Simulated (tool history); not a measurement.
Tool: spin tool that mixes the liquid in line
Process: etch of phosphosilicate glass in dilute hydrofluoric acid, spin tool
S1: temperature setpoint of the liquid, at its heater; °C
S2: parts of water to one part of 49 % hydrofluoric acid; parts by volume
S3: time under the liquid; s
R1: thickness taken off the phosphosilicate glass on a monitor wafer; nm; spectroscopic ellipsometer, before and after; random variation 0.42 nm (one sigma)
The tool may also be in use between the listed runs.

Run 1, day 0: S1 25 °C, S2 280 parts by volume, S3 110 s. Result: R1 22.945 nm.
Run 2, day 0.288: S1 25 °C, S2 280 parts by volume, S3 115 s. Result: R1 24.066 nm.
Run 3, day 0.542: S1 21.5 °C, S2 280 parts by volume, S3 115 s. Result: R1 20.936 nm.
Run 4, day 0.817: S1 21.5 °C, S2 280 parts by volume, S3 110 s. Result: R1 20.38 nm.
Run 5, day 0.846: S1 24.5 °C, S2 245 parts by volume, S3 110 s. Result: R1 26.83 nm.
Run 6, day 1.017: S1 24.5 °C, S2 310 parts by volume, S3 110 s. Result: R1 19.724 nm.
At day 1.225: thermometer replaced.
Run 7, day 1.225: S1 27 °C, S2 270 parts by volume, S3 110 s. Result: R1 27.267 nm.
Run 8, day 1.45: S1 27 °C, S2 270 parts by volume, S3 110 s. Result: R1 26.949 nm.
Run 9, day 1.567: S1 29 °C, S2 250 parts by volume, S3 110 s. Result: R1 32.419 nm.

Forecast run 10:
Run 10, day 1.775: S1 30 °C, S2 235 parts by volume, S3 110 s. Result: R1 ?.

R1: 35.889 nm
